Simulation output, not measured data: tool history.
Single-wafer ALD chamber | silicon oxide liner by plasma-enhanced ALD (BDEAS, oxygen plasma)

run  hour  heater temperature setpoint (deg C)  number of ALD cycles (cycles)  mean film thickness on the monitor wafer (angstrom)
  1   0.0                                  315                             51                                               48.617
  2   4.1                                  314                             54                                               51.676
  3   8.9                                  314                             50                                               47.938
  4  13.0                                  324                             50                                               47.088
  5  19.8                                  328                             50                                               46.810
  6  21.8                                  328                             44                                               41.252
  7  22.9                                  325                             49                                               46.195

Run 8 comes next. What will it give?
  8  26.0                                  324                             53                                                    ?

{"run 8": {"mean film thickness on the monitor wafer (angstrom)": 49.904}}
